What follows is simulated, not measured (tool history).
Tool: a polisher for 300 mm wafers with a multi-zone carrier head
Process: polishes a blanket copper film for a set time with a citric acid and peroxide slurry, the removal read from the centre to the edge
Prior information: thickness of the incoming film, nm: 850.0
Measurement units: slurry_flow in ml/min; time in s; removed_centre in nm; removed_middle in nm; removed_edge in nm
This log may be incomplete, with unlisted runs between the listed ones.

run    day  slurry_flow  centre_zone  middle_zone  edge_zone  slurry_solids  time  removed_centre  removed_middle  removed_edge
  1      0          215            1            1          1              1    46          76.338          74.252         78.39
  2  0.075          215            1         0.96          1              1    46          78.083          72.895        77.924
  3  0.167          235            1         0.96          1              1    46           78.88          74.086        78.468
  4  0.392          235            1         0.91          1              1    46          76.836           69.43        79.101
  5  0.675          205         1.01         0.88       0.97           0.85    39           61.56          55.116        62.709
  6  0.721          205         1.01         0.88       0.97           0.65    39          56.787          49.427        57.631
  7  0.779          205         1.02         0.86       0.97            0.6    34          48.348          40.984         47.69
  8  0.912          205         1.02         0.85       0.99            0.6    32          45.754          38.731         45.27
  9  1.046          200         1.03         0.84       1.01           0.55    31          42.533          35.736        43.189
 10  1.262          200         1.05         0.84       1.02           0.55    30          42.349          33.833        42.041
 11  1.375          200         1.05         0.84       1.02           0.55    29          40.243          33.508        39.957
 12  1.654          195         1.06         0.83       1.03           0.55    29          40.854          32.761        40.133
 13  1.875          190         1.06         0.83       1.03           0.55    29          40.719          32.147        40.334
 14  2.017          190         1.06         0.83       1.03           0.55    28          39.485          31.623        39.118

The next listed run, before its measurement:
 15  2.229          185         1.06         0.83       1.03           0.55    28               ?               ?             ?

removed_centre: 39.017 nm
removed_middle: 31.635 nm
removed_edge: 37.979 nm
